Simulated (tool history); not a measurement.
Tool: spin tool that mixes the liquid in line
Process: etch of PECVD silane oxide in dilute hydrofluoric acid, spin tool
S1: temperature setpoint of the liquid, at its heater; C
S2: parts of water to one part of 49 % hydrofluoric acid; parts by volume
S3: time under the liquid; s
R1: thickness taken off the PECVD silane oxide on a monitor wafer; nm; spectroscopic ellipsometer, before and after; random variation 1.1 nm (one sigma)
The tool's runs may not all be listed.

run	day	S1	S2	S3	R1
1	0	23	55	115	49.155
2	0.117	24.5	50	115	58.556
3	0.279	26	45	115	69.908
4	0.592	26	45	120	71.838
5	0.642	26	45	115	69.641
6	0.712	26	65	115	46.786
7	0.825	27	60	115	52.623
8	0.9	31	35	115	108.85
9	0.988	31	30	115	128.12

The next listed run, before its measurement:
10	1.038	30.5	30	115	?

Run 10 gave R1 128.84 nm.

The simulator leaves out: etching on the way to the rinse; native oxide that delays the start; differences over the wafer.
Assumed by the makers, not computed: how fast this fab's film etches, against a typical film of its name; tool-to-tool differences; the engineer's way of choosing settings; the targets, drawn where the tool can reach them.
